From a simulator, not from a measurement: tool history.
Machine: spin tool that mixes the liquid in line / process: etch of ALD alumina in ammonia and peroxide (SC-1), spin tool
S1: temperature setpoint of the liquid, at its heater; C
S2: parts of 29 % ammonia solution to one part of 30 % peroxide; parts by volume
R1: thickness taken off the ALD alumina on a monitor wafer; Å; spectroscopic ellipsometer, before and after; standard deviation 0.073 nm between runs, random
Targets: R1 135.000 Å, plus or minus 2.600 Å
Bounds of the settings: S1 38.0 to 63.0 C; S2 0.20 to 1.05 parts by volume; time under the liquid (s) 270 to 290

run 1 day=0.000 | S1=47.0 S2=0.55 time_under_the_liquid_(s)=270 | R1=92.335
run 2 day=0.288 | S1=47.0 S2=0.55 time_under_the_liquid_(s)=270 | R1=91.632
run 3 day=0.492 | S1=48.0 S2=0.55 time_under_the_liquid_(s)=270 | R1=97.307
run 4 day=0.708 | S1=42.5 S2=0.55 time_under_the_liquid_(s)=270 | R1=71.028
run 5 day=0.958 | S1=44.5 S2=0.55 time_under_the_liquid_(s)=270 | R1=79.660
run 6 day=1.292 | S1=48.5 S2=0.55 time_under_the_liquid_(s)=270 | R1=99.975
run 7 day=1.454 | S1=48.5 S2=0.55 time_under_the_liquid_(s)=270 | R1=100.850
run 8 day=1.675 | S1=49.5 S2=0.55 time_under_the_liquid_(s)=270 | R1=106.230
run 9 day=1.767 | S1=50.0 S2=0.55 time_under_the_liquid_(s)=270 | R1=107.990
run 10 day=1.971 | S1=50.5 S2=0.55 time_under_the_liquid_(s)=270 | R1=111.750
run 11 day=2.217 | S1=51.0 S2=0.55 time_under_the_liquid_(s)=270 | R1=114.970
run 12 day=2.471 | S1=54.5 S2=0.55 time_under_the_liquid_(s)=270 | R1=138.870

Which single option among these 5 for the next run brings every result within its allowed miss of target? Just one does.
run A day=2.725 | S1=54.0 S2=0.55 time_under_the_liquid_(s)=270 | R1=?
run B day=2.725 | S1=54.0 S2=0.60 time_under_the_liquid_(s)=285 | R1=?
run C day=2.725 | S1=55.0 S2=0.50 time_under_the_liquid_(s)=270 | R1=?
run D day=2.725 | S1=53.5 S2=0.60 time_under_the_liquid_(s)=290 | R1=?
run E day=2.725 | S1=54.0 S2=0.50 time_under_the_liquid_(s)=285 | R1=?

move=A R1=133.960
move=B R1=142.580
move=C R1=140.030
move=D R1=141.240
move=E R1=140.130
A: all results in spec
B: misses by more than the last run did
C: misses by more than the last run did
D: misses by more than the last run did
E: misses by more than the last run did
Correct choice: A, which meets every target
